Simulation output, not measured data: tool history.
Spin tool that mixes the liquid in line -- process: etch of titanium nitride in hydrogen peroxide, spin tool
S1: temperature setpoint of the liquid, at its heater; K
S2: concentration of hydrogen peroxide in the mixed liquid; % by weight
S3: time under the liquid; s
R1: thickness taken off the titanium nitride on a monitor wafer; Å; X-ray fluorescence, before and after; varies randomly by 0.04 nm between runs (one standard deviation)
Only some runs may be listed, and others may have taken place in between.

| run | hour | S1 | S2 | S3 | R1 |
|---|---|---|---|---|---|
| 1 | 0 | 324.15 | 16 | 275 | 135.33 |
| 2 | 4.3 | 324.15 | 14.5 | 275 | 131.53 |
| 3 | 11.7 | 322.65 | 14.5 | 275 | 117.49 |
| 4 | 18.5 | 322.65 | 14.5 | 295 | 126.25 |
| 5 | 22.3 | 322.65 | 12 | 295 | 122.56 |
| 6 | 28.7 | 322.65 | 14 | 295 | 125.49 |
| 7 | 33.8 | 321.15 | 14 | 295 | 113.09 |
| 8 | 42.3 | 320.15 | 14 | 295 | 105.29 |

For run 9, what comes out?
| 9 | 43.8 | 319.15 | 14 | 295 | ? |

Run 9 gave R1 98.441 Å.
